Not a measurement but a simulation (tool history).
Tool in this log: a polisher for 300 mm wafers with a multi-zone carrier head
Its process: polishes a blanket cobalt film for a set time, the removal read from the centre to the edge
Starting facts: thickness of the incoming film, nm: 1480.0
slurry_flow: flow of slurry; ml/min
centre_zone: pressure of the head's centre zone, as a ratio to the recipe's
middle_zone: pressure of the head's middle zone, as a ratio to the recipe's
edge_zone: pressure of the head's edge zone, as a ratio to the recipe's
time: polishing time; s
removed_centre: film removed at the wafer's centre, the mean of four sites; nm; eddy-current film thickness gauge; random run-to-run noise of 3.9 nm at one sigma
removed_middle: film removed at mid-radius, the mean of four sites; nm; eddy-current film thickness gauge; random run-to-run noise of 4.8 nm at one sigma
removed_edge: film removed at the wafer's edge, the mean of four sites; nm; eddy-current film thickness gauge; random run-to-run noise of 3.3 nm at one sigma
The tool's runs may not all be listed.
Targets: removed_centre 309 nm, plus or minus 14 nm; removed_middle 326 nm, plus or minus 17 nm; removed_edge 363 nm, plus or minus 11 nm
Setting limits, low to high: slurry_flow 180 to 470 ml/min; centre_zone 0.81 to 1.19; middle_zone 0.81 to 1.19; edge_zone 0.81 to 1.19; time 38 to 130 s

run  hour  slurry_flow  centre_zone  middle_zone  edge_zone  time  removed_centre  removed_middle  removed_edge
  1     0          300            1            1          1    84          249.05          250.13        256.88
  2   5.6          300         0.99            1       1.02    87          250.34          275.04        273.55
  3   6.3          300         0.99            1       1.08    87          254.86          269.27        274.21
  4     9          300         0.98         0.98       1.09    90          260.22          276.58        286.12
  5  15.1          300         0.98         0.97        1.1    93          268.73          272.26        300.69
  6  19.5          300         0.98         0.97        1.1    83          247.27          250.18        266.58
  7  26.3          300         0.98         0.97       1.11    87          246.43          261.17        285.21
  8    32          300         0.98         0.97       1.11    87          247.58          257.34        284.83

Exercise: of the 5 proposed moves below, exactly one satisfies all targets within the stated allowed misses. Which move is it?
  A  37.7          315         0.97         0.99       1.17   107               ?               ?             ?
  B  37.7          315         1.01         0.94        1.1    64               ?               ?             ?
  C  37.7          390         0.84         1.01       1.15   110               ?               ?             ?
  D  37.7          335         1.08         0.92       1.12    63               ?               ?             ?
  E  37.7          190         0.95         0.85       1.19    78               ?               ?             ?

move  removed_centre  removed_middle  removed_edge
   A          314.75          329.12        360.65
   B          196.01          188.46        209.13
   C           285.9          351.08        372.91
   D          207.78          183.25        208.79
   E          207.46          196.82        251.88
A: each result inside its tolerance
B: misses by more than the last run did
C: gets the furthest-off result to its target, but another result is out of tolerance
D: misses by more than the last run did
E: misses by more than the last run did
A meets every target.
